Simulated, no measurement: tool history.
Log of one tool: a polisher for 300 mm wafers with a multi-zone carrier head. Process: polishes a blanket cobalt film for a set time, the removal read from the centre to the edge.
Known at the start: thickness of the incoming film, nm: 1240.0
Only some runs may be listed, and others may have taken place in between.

run  hour  flow of slurry (ml/min)  pressure of the head's centre zone  pressure of the head's middle zone  pressure of the head's edge zone  polishing time (s)  film removed at the wafer's centre (angstrom)  film removed at mid-radius (angstrom)  film removed at the wafer's edge (angstrom)
  1   0.0                      295                                1.00                                1.00                              1.00                  70                                         3786.9                                 3927.4                                       3905.9
  2   8.1                      295                                0.99                                0.98                              0.98                  68                                         3742.1                                 3782.8                                       3743.1
  3  16.3                      290                                0.97                                0.96                              0.98                  66                                         3599.2                                 3581.4                                       3657.2
  4  24.9                      290                                0.97                                0.96                              0.98                  52                                         2823.9                                 2811.2                                       2885.7
  5  27.8                      290                                0.97                                0.96                              0.98                  65                                         3518.7                                 3584.6                                       3531.3
  6  35.5                      290                                0.97                                0.88                              0.98                  65                                         3531.2                                 3200.5                                       3553.8
  7  38.2                      290                                0.95                                0.88                              0.97                  64                                         3368.7                                 3235.8                                       3519.9
  8  44.6                      290                                0.95                                0.88                              0.97                  64                                         3482.2                                 3245.1                                       3527.2
  9  45.1                      285                                0.94                                0.88                              0.97                  63                                         3344.4                                 3158.5                                       3371.6
 10  51.1                      285                                0.94                                0.88                              0.97                  63                                         3355.9                                 3143.3                                       3368.5

Run 11 has not been measured yet. What should we expect?
 11  58.1                      285                                0.92                                0.88                              0.98                  63                                              ?                                      ?                                            ?

film removed at the wafer's centre (angstrom): 3272.8
film removed at mid-radius (angstrom): 3172.5
film removed at the wafer's edge (angstrom): 3498.0

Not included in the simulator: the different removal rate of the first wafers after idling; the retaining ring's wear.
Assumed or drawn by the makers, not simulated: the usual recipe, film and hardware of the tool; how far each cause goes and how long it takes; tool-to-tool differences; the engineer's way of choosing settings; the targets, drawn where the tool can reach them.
